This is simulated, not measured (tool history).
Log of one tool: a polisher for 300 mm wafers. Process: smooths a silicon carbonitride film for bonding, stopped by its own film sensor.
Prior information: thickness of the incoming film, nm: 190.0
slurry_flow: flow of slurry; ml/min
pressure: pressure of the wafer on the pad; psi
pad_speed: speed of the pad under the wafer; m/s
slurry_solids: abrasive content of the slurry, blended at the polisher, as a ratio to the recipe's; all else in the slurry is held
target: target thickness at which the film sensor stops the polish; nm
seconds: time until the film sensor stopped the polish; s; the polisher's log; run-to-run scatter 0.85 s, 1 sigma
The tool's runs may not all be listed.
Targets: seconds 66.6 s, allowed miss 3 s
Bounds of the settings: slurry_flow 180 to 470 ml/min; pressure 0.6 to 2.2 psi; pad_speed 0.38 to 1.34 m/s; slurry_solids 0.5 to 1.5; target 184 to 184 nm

| run | hour | slurry_flow | pressure | pad_speed | slurry_solids | target | seconds |
|---|---|---|---|---|---|---|---|
| 1 | 0 | 300 | 1.4 | 0.86 | 1 | 184 | 48.883 |
| 2 | 5.3 | 300 | 1.4 | 0.86 | 1 | 184 | 48.554 |
| 3 | 11.6 | 300 | 1.4 | 0.86 | 1 | 184 | 49.275 |
| 4 | 12.9 | 300 | 1.6 | 0.86 | 1 | 184 | 41.491 |
| 5 | 16.1 | 300 | 1.5 | 0.86 | 1 | 184 | 45.76 |
| 6 | 23.9 | 300 | 1.8 | 0.86 | 1 | 184 | 37.531 |
|  | 32.4 | worn pad replaced by a new one |
| 7 | 32.4 | 300 | 1.7 | 0.86 | 1 | 184 | 37.904 |
| 8 | 40.3 | 300 | 1.3 | 0.7 | 1 | 184 | 57.139 |
| 9 | 47.6 | 300 | 1.2 | 0.7 | 1 | 184 | 62.329 |

Which single option among these 4 for the next run brings every result within its allowed miss of target? Just one does.
| A | 54.9 | 305 | 1.4 | 0.68 | 0.95 | 184 | ? |
| B | 54.9 | 285 | 1.1 | 0.72 | 1 | 184 | ? |
| C | 54.9 | 330 | 1.2 | 0.7 | 1 | 184 | ? |
| D | 54.9 | 340 | 1.5 | 0.66 | 0.85 | 184 | ? |

| move | seconds |
|---|---|
| A | 56.672 |
| B | 67.113 |
| C | 62.241 |
| D | 56.899 |
A: misses by more than the last run did
B: hits every target within its allowed miss
C: no better and no worse than the last run
D: misses by more than the last run did
Correct choice: B, which meets every target

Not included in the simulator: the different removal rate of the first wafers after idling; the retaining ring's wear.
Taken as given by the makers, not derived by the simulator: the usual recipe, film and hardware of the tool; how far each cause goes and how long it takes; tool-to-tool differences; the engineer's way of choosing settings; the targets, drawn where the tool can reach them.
